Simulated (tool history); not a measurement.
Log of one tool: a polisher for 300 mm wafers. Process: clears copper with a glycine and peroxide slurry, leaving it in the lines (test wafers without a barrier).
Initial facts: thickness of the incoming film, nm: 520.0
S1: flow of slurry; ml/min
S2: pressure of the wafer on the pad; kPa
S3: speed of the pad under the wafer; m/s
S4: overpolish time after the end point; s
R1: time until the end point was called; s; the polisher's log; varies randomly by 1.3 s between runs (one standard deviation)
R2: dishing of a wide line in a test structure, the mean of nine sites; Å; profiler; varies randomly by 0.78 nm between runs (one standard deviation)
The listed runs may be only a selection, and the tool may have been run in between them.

{"run": 1, "hour": 0.0, "S1": 150, "S2": 15.9, "S3": 1.28, "S4": 25, "R1": 80.919, "R2": 742.63}
{"run": 2, "hour": 2.3, "S1": 150, "S2": 15.9, "S3": 1.3, "S4": 23, "R1": 77.323, "R2": 696.97}
{"run": 3, "hour": 6.8, "S1": 150, "S2": 12.4, "S3": 1.3, "S4": 23, "R1": 90.722, "R2": 642.84}
{"run": 4, "hour": 14.9, "S1": 150, "S2": 13.1, "S3": 1.32, "S4": 22, "R1": 87.867, "R2": 634.14}
{"run": 5, "hour": 20.4, "S1": 185, "S2": 13.1, "S3": 1.32, "S4": 22, "R1": 83.723, "R2": 646.0}
{"run": 6, "hour": 27.1, "S1": 185, "S2": 13.8, "S3": 1.32, "S4": 21, "R1": 82.862, "R2": 641.62}
{"run": 7, "hour": 29.8, "S1": 185, "S2": 14.5, "S3": 1.32, "S4": 20, "R1": 80.18, "R2": 631.82}

Predict the results of run 8:
{"run": 8, "hour": 35.4, "S1": 185, "S2": 14.5, "S3": 1.32, "S4": 19, "R1": "?", "R2": "?"}

For run 8 the tool returned R1 81.012 s, R2 614.68 Å.
